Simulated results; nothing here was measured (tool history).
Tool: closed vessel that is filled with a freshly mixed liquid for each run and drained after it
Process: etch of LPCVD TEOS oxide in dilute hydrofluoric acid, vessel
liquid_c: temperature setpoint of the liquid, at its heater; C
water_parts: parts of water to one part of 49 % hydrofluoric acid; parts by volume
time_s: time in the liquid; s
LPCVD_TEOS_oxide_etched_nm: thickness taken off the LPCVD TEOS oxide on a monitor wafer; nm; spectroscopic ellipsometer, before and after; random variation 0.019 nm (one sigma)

| run | hour | liquid_c | water_parts | time_s | LPCVD_TEOS_oxide_etched_nm |
|---|---|---|---|---|---|
| 1 | 0 | 22 | 155 | 30 | 5.6453 |
| 2 | 7.4 | 22 | 200 | 30 | 4.1433 |
| 3 | 15.9 | 20.5 | 205 | 30 | 3.8742 |
| 4 | 22.4 | 19.5 | 210 | 30 | 3.5939 |
| 5 | 24.1 | 21 | 210 | 30 | 3.7862 |
| 6 | 25.7 | 21 | 210 | 30 | 3.7843 |

The next listed run, before its measurement:
| 7 | 28.4 | 20 | 215 | 30 | ? |

{"run 7": {"LPCVD_TEOS_oxide_etched_nm": 3.5653}}
